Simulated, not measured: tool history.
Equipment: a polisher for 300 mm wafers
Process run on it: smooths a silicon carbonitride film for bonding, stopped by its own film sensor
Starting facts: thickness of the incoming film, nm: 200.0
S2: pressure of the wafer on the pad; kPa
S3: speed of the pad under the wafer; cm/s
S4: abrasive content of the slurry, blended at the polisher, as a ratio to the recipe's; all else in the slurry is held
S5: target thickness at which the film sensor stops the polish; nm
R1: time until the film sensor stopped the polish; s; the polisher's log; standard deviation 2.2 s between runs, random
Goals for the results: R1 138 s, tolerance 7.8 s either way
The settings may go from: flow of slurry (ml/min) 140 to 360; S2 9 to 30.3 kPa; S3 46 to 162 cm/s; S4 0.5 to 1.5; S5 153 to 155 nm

Run 1, day 0: flow of slurry (ml/min) 230, S2 19.3 kPa, S3 104 cm/s, S4 1, S5 155 nm. Result: R1 100.96 s.
Run 2, day 0.071: flow of slurry (ml/min) 230, S2 19.3 kPa, S3 128 cm/s, S4 1, S5 155 nm. Result: R1 85.333 s.
Run 3, day 0.325: flow of slurry (ml/min) 230, S2 19.3 kPa, S3 128 cm/s, S4 0.8, S5 155 nm. Result: R1 96.367 s.
Run 4, day 0.446: flow of slurry (ml/min) 230, S2 19.3 kPa, S3 138 cm/s, S4 0.8, S5 155 nm. Result: R1 89.946 s.
Run 5, day 0.508: flow of slurry (ml/min) 230, S2 23.4 kPa, S3 138 cm/s, S4 0.8, S5 155 nm. Result: R1 75.856 s.
Run 6, day 0.642: flow of slurry (ml/min) 260, S2 23.4 kPa, S3 138 cm/s, S4 0.8, S5 155 nm. Result: R1 72.427 s.
Run 7, day 0.942: flow of slurry (ml/min) 255, S2 20.7 kPa, S3 136 cm/s, S4 0.8, S5 155 nm. Result: R1 84.36 s.
Run 8, day 0.979: flow of slurry (ml/min) 255, S2 20.7 kPa, S3 136 cm/s, S4 0.8, S5 155 nm. Result: R1 83.312 s.
Run 9, day 1.233: flow of slurry (ml/min) 250, S2 18.6 kPa, S3 134 cm/s, S4 0.8, S5 155 nm. Result: R1 94.283 s.
Run 10, day 1.575: flow of slurry (ml/min) 250, S2 18.6 kPa, S3 134 cm/s, S4 0.8, S5 155 nm. Result: R1 94.262 s.
Run 11, day 1.8: flow of slurry (ml/min) 250, S2 17.2 kPa, S3 132 cm/s, S4 0.8, S5 155 nm. Result: R1 102.48 s.
Run 12, day 1.979: flow of slurry (ml/min) 250, S2 15.9 kPa, S3 132 cm/s, S4 0.8, S5 155 nm. Result: R1 109.23 s.
Run 13, day 2.338: flow of slurry (ml/min) 250, S2 15.2 kPa, S3 132 cm/s, S4 0.8, S5 155 nm. Result: R1 111.74 s.
Run 14, day 2.446: flow of slurry (ml/min) 250, S2 14.5 kPa, S3 132 cm/s, S4 0.8, S5 155 nm. Result: R1 117.7 s.

Pick the move, out of 4, that brings all results within their allowed miss; only one does.
Run A, day 2.554: flow of slurry (ml/min) 290, S2 9.7 kPa, S3 162 cm/s, S4 0.7, S5 154 nm. Result: R1 ?.
Run B, day 2.554: flow of slurry (ml/min) 255, S2 14.5 kPa, S3 128 cm/s, S4 0.8, S5 154 nm. Result: R1 ?.
Run C, day 2.554: flow of slurry (ml/min) 225, S2 14.5 kPa, S3 116 cm/s, S4 0.95, S5 155 nm. Result: R1 ?.
Run D, day 2.554: flow of slurry (ml/min) 240, S2 12.4 kPa, S3 138 cm/s, S4 0.8, S5 153 nm. Result: R1 ?.

move      R1
   A  155.79
   B   124.2
   C  123.27
   D  138.34
A: takes the result that was furthest off past its target
B: better than the last run, though not everything is in spec
C: better than the last run, though not everything is in spec
D: all results land within tolerance of their targets
The move that meets every target is D.
